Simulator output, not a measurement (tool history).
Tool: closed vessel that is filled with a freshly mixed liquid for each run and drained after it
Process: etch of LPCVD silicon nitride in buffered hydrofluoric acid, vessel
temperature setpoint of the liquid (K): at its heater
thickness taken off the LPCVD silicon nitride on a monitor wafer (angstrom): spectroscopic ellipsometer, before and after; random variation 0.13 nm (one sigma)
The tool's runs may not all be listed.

run  hour  temperature setpoint of the liquid (K)  parts of 40 % ammonium fluoride to one part of 49 % hydrofluoric acid (parts by volume)  time in the liquid (s)  thickness taken off the LPCVD silicon nitride on a monitor wafer (angstrom)
  1   0.0                                  296.15                                                                                     11.5                    2090                                                                       275.87
  2   7.1                                  299.65                                                                                     11.5                    2090                                                                       329.10
  3  15.0                                  296.65                                                                                     12.0                    2090                                                                       271.46
  4  22.0                                  296.65                                                                                     13.0                    2090                                                                       247.48
  5  27.6                                  296.65                                                                                     11.0                    2090                                                                       290.58
  6  33.5                                  296.65                                                                                     13.5                    2090                                                                       239.58
     43.0  -- hydrofluoric acid flow meter replaced
  7  43.0                                  294.65                                                                                     13.5                    2090                                                                       202.92
  8  46.7                                  294.15                                                                                     13.5                    2090                                                                       196.19

Run 9 comes next. What will it give?
  9  50.2                                  293.65                                                                                     13.5                    2090                                                                            ?

thickness taken off the LPCVD silicon nitride on a monitor wafer (angstrom): 190.32

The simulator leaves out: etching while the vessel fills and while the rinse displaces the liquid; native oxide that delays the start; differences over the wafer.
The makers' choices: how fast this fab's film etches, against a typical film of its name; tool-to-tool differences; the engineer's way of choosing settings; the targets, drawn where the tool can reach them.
